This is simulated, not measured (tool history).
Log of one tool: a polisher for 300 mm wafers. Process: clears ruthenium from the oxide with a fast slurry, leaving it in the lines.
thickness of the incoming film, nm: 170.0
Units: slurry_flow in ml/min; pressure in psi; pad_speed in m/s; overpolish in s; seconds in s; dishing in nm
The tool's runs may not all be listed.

{"run": 1, "hour": 0.0, "slurry_flow": 305, "pressure": 2.7, "pad_speed": 0.82, "slurry_solids": 1.0, "overpolish": 13, "seconds": 59.537, "dishing": 24.406}
{"run": 2, "hour": 1.1, "slurry_flow": 305, "pressure": 2.9, "pad_speed": 0.82, "slurry_solids": 1.0, "overpolish": 12, "seconds": 55.8, "dishing": 24.687}
{"run": 3, "hour": 6.7, "slurry_flow": 305, "pressure": 2.9, "pad_speed": 0.82, "slurry_solids": 1.0, "overpolish": 8, "seconds": 54.504, "dishing": 17.498}
{"run": 4, "hour": 14.3, "slurry_flow": 305, "pressure": 2.9, "pad_speed": 0.82, "slurry_solids": 1.0, "overpolish": 4, "seconds": 54.381, "dishing": 9.3798}
{"run": 5, "hour": 15.2, "slurry_flow": 305, "pressure": 2.9, "pad_speed": 0.82, "slurry_solids": 1.0, "overpolish": 8, "seconds": 54.878, "dishing": 17.326}
{"run": 6, "hour": 24.0, "slurry_flow": 305, "pressure": 3.1, "pad_speed": 0.82, "slurry_solids": 1.0, "overpolish": 8, "seconds": 50.239, "dishing": 18.583}
{"run": 7, "hour": 25.8, "slurry_flow": 305, "pressure": 3.2, "pad_speed": 0.82, "slurry_solids": 1.0, "overpolish": 8, "seconds": 49.303, "dishing": 19.26}

Run 8 comes next. What will it give?
{"run": 8, "hour": 26.9, "slurry_flow": 305, "pressure": 3.5, "pad_speed": 0.82, "slurry_solids": 1.0, "overpolish": 11, "seconds": "?", "dishing": "?"}

seconds: 45.790 s
dishing: 26.2840 nm
